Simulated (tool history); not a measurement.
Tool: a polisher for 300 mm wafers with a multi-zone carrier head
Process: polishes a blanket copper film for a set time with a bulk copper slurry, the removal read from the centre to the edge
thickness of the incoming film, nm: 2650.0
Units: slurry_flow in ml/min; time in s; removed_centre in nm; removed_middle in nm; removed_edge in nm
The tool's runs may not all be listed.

run 1 hour=0.0 | slurry_flow=290 centre_zone=1.00 middle_zone=1.00 edge_zone=1.00 slurry_solids=1.00 time=41 | removed_centre=195.96 removed_middle=194.86 removed_edge=197.58
run 2 hour=7.4 | slurry_flow=295 centre_zone=1.04 middle_zone=0.99 edge_zone=1.04 slurry_solids=1.15 time=44 | removed_centre=228.85 removed_middle=213.97 removed_edge=223.00
run 3 hour=11.5 | slurry_flow=300 centre_zone=1.06 middle_zone=0.99 edge_zone=1.07 slurry_solids=1.25 time=46 | removed_centre=249.50 removed_middle=238.98 removed_edge=243.23
run 4 hour=12.4 | slurry_flow=235 centre_zone=1.06 middle_zone=0.99 edge_zone=1.07 slurry_solids=1.25 time=46 | removed_centre=237.30 removed_middle=225.96 removed_edge=239.02
run 5 hour=21.0 | slurry_flow=235 centre_zone=1.06 middle_zone=0.99 edge_zone=1.15 slurry_solids=1.25 time=46 | removed_centre=239.57 removed_middle=231.22 removed_edge=245.44
run 6 hour=28.0 | slurry_flow=235 centre_zone=1.06 middle_zone=1.05 edge_zone=1.15 slurry_solids=1.25 time=46 | removed_centre=242.63 removed_middle=233.46 removed_edge=240.49
run 7 hour=32.6 | slurry_flow=255 centre_zone=1.10 middle_zone=1.00 edge_zone=1.16 slurry_solids=1.35 time=47 | removed_centre=261.28 removed_middle=240.72 removed_edge=260.44

Run 8 comes next. What will it give?
run 8 hour=40.9 | slurry_flow=280 centre_zone=1.13 middle_zone=1.00 edge_zone=1.17 slurry_solids=1.40 time=48 | removed_centre=? removed_middle=? removed_edge=?

Run 8 gave removed_centre 276.56 nm, removed_middle 252.82 nm, removed_edge 266.71 nm.
